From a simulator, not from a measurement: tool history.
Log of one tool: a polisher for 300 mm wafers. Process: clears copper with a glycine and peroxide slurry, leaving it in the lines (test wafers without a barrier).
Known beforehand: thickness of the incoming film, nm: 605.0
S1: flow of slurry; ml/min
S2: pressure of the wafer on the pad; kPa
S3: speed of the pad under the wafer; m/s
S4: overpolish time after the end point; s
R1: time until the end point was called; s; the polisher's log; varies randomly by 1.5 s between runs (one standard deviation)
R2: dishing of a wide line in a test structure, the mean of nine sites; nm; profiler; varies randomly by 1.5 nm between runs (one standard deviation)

run	hour	S1	S2	S3	S4	R1	R2
1	0.0	320	19.3	1.22	29	110.82	100.550
2	2.3	320	19.3	1.34	29	102.20	104.600
3	11.1	320	19.3	1.16	29	115.20	95.104
4	12.1	320	19.3	1.04	29	125.97	91.592
5	14.2	320	18.6	1.04	30	129.26	93.023
6	17.3	320	18.6	1.04	31	131.88	94.724

Estimate the outcome of run 7 from the log above:
7	25.0	320	18.6	1.04	32	?	?

{"run 7": {"R1": 130.82, "R2": 97.17}}
